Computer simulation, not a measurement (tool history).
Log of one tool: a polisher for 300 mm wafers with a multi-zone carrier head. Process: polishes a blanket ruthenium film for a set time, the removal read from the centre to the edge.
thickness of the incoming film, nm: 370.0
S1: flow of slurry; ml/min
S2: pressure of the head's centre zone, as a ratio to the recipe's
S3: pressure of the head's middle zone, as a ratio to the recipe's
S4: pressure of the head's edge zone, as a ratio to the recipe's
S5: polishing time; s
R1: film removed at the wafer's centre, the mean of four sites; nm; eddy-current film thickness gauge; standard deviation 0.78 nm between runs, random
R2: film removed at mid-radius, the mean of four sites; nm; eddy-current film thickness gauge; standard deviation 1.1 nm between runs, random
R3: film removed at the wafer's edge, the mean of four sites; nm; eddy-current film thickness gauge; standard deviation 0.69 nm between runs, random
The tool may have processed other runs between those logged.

run	day	S1	S2	S3	S4	S5	R1	R2	R3
1	0	145	1	1	1	68	96.527	98.826	102.78
2	0.346	145	1.08	1	1	68	100.59	103.03	103.49
3	0.625	145	1.08	0.93	1	68	102.74	97.34	104.92
4	0.762	145	1	0.93	1	68	99.358	97.555	103.59
5	0.979	135	0.97	0.95	1.02	65	92.271	93.298	100.17
6	1.304	135	0.97	0.98	1.02	65	90.877	92.924	100.17
7	1.55	130	0.94	1	1.02	63	86.873	94.342	95.561
8	1.838	125	0.91	0.99	1.04	60	79.132	86.334	91.076

Run 9, settings as shown, results not yet in. Your forecast:
9	2.058	120	0.89	0.99	1.05	59	?	?	?

Run 9 measured R1 76.459 nm, R2 87.36 nm, R3 89.974 nm.
